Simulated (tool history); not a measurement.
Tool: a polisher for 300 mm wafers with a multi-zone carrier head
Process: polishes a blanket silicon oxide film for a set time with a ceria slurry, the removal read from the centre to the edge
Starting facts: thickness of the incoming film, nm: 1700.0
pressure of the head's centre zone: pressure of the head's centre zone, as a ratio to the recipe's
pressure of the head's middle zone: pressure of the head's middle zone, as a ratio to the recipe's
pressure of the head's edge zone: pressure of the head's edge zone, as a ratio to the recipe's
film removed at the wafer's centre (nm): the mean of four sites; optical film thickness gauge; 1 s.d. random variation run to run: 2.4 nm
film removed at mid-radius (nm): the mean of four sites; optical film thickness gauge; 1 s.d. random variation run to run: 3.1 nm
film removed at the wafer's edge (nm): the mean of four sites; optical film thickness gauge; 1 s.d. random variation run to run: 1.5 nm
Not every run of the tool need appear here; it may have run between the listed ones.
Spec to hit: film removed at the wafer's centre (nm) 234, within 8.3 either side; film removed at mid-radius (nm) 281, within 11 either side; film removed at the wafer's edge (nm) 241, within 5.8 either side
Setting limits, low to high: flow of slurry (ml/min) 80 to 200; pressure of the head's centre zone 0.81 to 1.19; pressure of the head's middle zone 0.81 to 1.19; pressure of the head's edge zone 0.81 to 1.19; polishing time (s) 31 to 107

run  hour  flow of slurry (ml/min)  pressure of the head's centre zone  pressure of the head's middle zone  pressure of the head's edge zone  polishing time (s)  film removed at the wafer's centre (nm)  film removed at mid-radius (nm)  film removed at the wafer's edge (nm)
  1     0                      130                                   1                                   1                                 1                  69                                   385.04                           387.95                                 373.49
  2   4.3                      130                                1.05                                   1                                 1                  69                                   408.68                           391.86                                 376.74
  3    12                      105                                1.05                                   1                                 1                  69                                    386.1                            364.2                                 363.39
  4    16                      105                                1.01                                1.02                              0.96                  63                                   346.26                           341.39                                 324.55
  5  16.9                      100                                0.96                                1.04                              0.94                  59                                   296.31                            325.8                                 300.68
  6  24.8                      100                                0.96                                1.04                              0.87                  59                                   299.88                           327.42                                 286.81
  7  26.2                      100                                0.94                                1.04                              0.86                  56                                   276.75                           310.27                                 272.13
  8  29.4                      100                                0.93                                1.04                              0.85                  54                                   270.69                           302.59                                 261.41
  9  36.1                       95                                0.91                                1.04                              0.84                  53                                   254.74                           285.48                                 249.72
 10  38.6                       90                                 0.9                                1.05                              0.84                  53                                   244.66                           288.47                                 251.85

Which of these 4 next moves meets every target?
  A  41.1                       80                                0.91                                   1                              0.86                  57                                        ?                                ?                                      ?
  B  41.1                      140                                0.86                                1.04                              0.81                  50                                        ?                                ?                                      ?
  C  41.1                       80                                0.88                                1.07                              0.81                  53                                        ?                                ?                                      ?
  D  41.1                      115                                 0.9                                1.17                              0.84                  49                                        ?                                ?                                      ?

move  film removed at the wafer's centre (nm)  film removed at mid-radius (nm)  film removed at the wafer's edge (nm)
   A                                   259.42                           290.06                                 268.08
   B                                   247.86                           296.98                                 248.66
   C                                   233.79                            285.7                                 242.52
   D                                   243.17                           309.93                                 240.71
A: further off than the last run
B: an improvement on the last run, though not all results are within tolerance
C: meets every target
D: the furthest-off result lands on target, but another misses its tolerance
The move that meets every target is C.
